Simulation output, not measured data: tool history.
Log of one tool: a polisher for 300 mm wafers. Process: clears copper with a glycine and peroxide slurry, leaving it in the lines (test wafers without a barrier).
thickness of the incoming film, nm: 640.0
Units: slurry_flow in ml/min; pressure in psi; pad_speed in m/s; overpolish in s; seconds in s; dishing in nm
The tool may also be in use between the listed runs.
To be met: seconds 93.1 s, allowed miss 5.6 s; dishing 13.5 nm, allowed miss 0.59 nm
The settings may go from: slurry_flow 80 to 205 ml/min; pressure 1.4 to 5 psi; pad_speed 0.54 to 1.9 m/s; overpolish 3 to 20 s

run 1 hour=0 | slurry_flow=135 pressure=3.2 pad_speed=1.22 overpolish=10 | seconds=75.996 dishing=43.423
run 2 hour=0.6 | slurry_flow=115 pressure=2.6 pad_speed=1.24 overpolish=8 | seconds=90.099 dishing=31.966
run 3 hour=8.8 | slurry_flow=105 pressure=2.2 pad_speed=1.26 overpolish=6 | seconds=104.68 dishing=22.83
run 4 hour=9.7 | slurry_flow=105 pressure=2.2 pad_speed=0.98 overpolish=6 | seconds=122.45 dishing=19.91
run 5 hour=14.3 | slurry_flow=95 pressure=2.2 pad_speed=1.02 overpolish=5 | seconds=117.68 dishing=16.713
run 6 hour=21.9 | slurry_flow=90 pressure=2.5 pad_speed=0.98 overpolish=4 | seconds=114.89 dishing=14.476
run 7 hour=29.9 | slurry_flow=90 pressure=2.8 pad_speed=0.96 overpolish=4 | seconds=109.19 dishing=15.78
run 8 hour=35.1 | slurry_flow=85 pressure=3.4 pad_speed=0.82 overpolish=4 | seconds=102.72 dishing=15.67
run 9 hour=41.2 | slurry_flow=85 pressure=3.7 pad_speed=0.72 overpolish=4 | seconds=110.21 dishing=15.361
run 10 hour=42.3 | slurry_flow=85 pressure=3.8 pad_speed=0.7 overpolish=4 | seconds=109.29 dishing=15.412
run 11 hour=47.2 | slurry_flow=85 pressure=4 pad_speed=0.68 overpolish=4 | seconds=106.25 dishing=15.481
run 12 hour=51.7 | slurry_flow=80 pressure=4.7 pad_speed=0.54 overpolish=3 | seconds=108.15 dishing=11.418
run 13 hour=54 | slurry_flow=90 pressure=4.7 pad_speed=0.56 overpolish=3 | seconds=104.18 dishing=12.286
run 14 hour=60.8 | slurry_flow=95 pressure=4.8 pad_speed=0.58 overpolish=3 | seconds=99.422 dishing=12.965

5 next moves are on the table. One of them brings every result within its allowed miss. Which?
run A hour=67.6 | slurry_flow=115 pressure=4.5 pad_speed=0.54 overpolish=3 | seconds=? dishing=?
run B hour=67.6 | slurry_flow=80 pressure=4.5 pad_speed=0.66 overpolish=3 | seconds=? dishing=?
run C hour=67.6 | slurry_flow=80 pressure=4.7 pad_speed=0.72 overpolish=3 | seconds=? dishing=?
run D hour=67.6 | slurry_flow=80 pressure=4.6 pad_speed=0.62 overpolish=3 | seconds=? dishing=?
run E hour=67.6 | slurry_flow=90 pressure=5 pad_speed=0.8 overpolish=3 | seconds=? dishing=?

move=A seconds=104.65 dishing=12.133
move=B seconds=100.54 dishing=12.578
move=C seconds=92.281 dishing=13.611
move=D seconds=102.72 dishing=12.335
move=E seconds=80.129 dishing=15.484
A: further off than the last run
B: further off than the last run
C: meets every target
D: further off than the last run
E: takes the result that was furthest off past its target
Move C is the one to make.
